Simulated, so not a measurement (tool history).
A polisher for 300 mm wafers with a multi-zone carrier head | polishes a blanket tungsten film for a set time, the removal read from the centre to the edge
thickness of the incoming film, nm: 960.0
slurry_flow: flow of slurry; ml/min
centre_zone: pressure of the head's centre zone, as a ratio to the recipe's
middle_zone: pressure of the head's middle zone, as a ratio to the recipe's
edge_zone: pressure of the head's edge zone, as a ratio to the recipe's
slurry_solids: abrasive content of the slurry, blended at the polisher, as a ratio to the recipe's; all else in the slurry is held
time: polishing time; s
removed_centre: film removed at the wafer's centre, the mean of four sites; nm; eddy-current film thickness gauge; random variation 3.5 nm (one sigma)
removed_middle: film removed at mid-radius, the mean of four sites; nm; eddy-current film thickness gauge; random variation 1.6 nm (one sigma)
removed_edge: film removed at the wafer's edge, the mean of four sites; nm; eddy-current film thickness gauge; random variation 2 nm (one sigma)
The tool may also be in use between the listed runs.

run,hour,slurry_flow,centre_zone,middle_zone,edge_zone,slurry_solids,time,removed_centre,removed_middle,removed_edge
1,0.0,200,1.00,1.00,1.00,1.00,51,339.89,351.40,340.09
2,4.2,195,1.01,0.98,1.00,0.95,49,324.84,322.89,327.02
3,13.1,195,1.08,0.98,1.00,0.95,49,348.15,322.44,326.29
4,17.2,195,1.08,0.98,1.00,0.95,59,413.19,386.70,390.60
5,20.0,195,1.08,0.98,1.00,0.95,67,484.66,437.60,440.56
6,22.8,195,1.08,0.98,1.06,0.95,67,474.01,444.61,456.42
7,23.8,190,1.08,0.96,1.04,0.90,63,436.76,397.72,428.41

The next listed run, before its measurement:
8,25.3,195,1.09,0.95,1.02,0.85,59,?,?,?

{"run 8": {"removed_centre": 410.79, "removed_middle": 363.41, "removed_edge": 386.86}}
